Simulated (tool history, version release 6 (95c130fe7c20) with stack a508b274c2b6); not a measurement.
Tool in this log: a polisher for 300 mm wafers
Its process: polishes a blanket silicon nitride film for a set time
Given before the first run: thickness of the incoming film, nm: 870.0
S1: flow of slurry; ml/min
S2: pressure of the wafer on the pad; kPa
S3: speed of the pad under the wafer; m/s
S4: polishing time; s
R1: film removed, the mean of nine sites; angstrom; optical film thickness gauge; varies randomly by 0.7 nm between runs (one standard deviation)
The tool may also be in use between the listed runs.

Run 1, day 0: S1 170 ml/min, S2 27.6 kPa, S3 0.82 m/s, S4 46 s. Result: R1 783.45 angstrom.
Run 2, day 0.117: S1 185 ml/min, S2 29 kPa, S3 0.82 m/s, S4 46 s. Result: R1 822.72 angstrom.
Run 3, day 0.45: S1 185 ml/min, S2 30.3 kPa, S3 0.82 m/s, S4 46 s. Result: R1 848.18 angstrom.
Run 4, day 0.738: S1 225 ml/min, S2 30.3 kPa, S3 0.82 m/s, S4 46 s. Result: R1 888.24 angstrom.
Run 5, day 1.096: S1 230 ml/min, S2 31 kPa, S3 0.82 m/s, S4 46 s. Result: R1 897.97 angstrom.
Run 6, day 1.192: S1 230 ml/min, S2 31.7 kPa, S3 0.82 m/s, S4 46 s. Result: R1 927.33 angstrom.

Run 7 comes next. What will it give?
Run 7, day 1.242: S1 235 ml/min, S2 32.4 kPa, S3 0.82 m/s, S4 46 s. Result: R1 ?.

Run 7 measured R1 943.93 angstrom.
